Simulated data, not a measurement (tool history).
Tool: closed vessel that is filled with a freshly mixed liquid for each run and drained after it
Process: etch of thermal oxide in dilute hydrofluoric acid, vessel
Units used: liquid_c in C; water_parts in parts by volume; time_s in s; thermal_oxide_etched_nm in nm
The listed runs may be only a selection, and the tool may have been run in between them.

{"run": 1, "hour": 0.0, "liquid_c": 25.0, "water_parts": 225, "time_s": 140, "thermal_oxide_etched_nm": 2.5573}
{"run": 2, "hour": 5.8, "liquid_c": 24.0, "water_parts": 230, "time_s": 140, "thermal_oxide_etched_nm": 2.3879}
{"run": 3, "hour": 11.9, "liquid_c": 23.0, "water_parts": 230, "time_s": 140, "thermal_oxide_etched_nm": 2.3097}
{"run": 4, "hour": 17.6, "liquid_c": 23.0, "water_parts": 200, "time_s": 140, "thermal_oxide_etched_nm": 2.7425}
{"run": 5, "hour": 19.9, "liquid_c": 26.0, "water_parts": 200, "time_s": 140, "thermal_oxide_etched_nm": 3.0945}
{"run": 6, "hour": 25.9, "liquid_c": 26.0, "water_parts": 200, "time_s": 140, "thermal_oxide_etched_nm": 3.0666}
{"run": 7, "hour": 34.5, "liquid_c": 22.0, "water_parts": 260, "time_s": 140, "thermal_oxide_etched_nm": 1.9242}
{"run": 8, "hour": 36.5, "liquid_c": 21.5, "water_parts": 260, "time_s": 140, "thermal_oxide_etched_nm": 1.8948}
{"run": 9, "hour": 41.7, "liquid_c": 21.0, "water_parts": 260, "time_s": 140, "thermal_oxide_etched_nm": 1.8618}

Run 10 has not been measured yet. What should we expect?
{"run": 10, "hour": 43.4, "liquid_c": 20.5, "water_parts": 260, "time_s": 140, "thermal_oxide_etched_nm": "?"}

{"run 10": {"thermal_oxide_etched_nm": 1.8232}}

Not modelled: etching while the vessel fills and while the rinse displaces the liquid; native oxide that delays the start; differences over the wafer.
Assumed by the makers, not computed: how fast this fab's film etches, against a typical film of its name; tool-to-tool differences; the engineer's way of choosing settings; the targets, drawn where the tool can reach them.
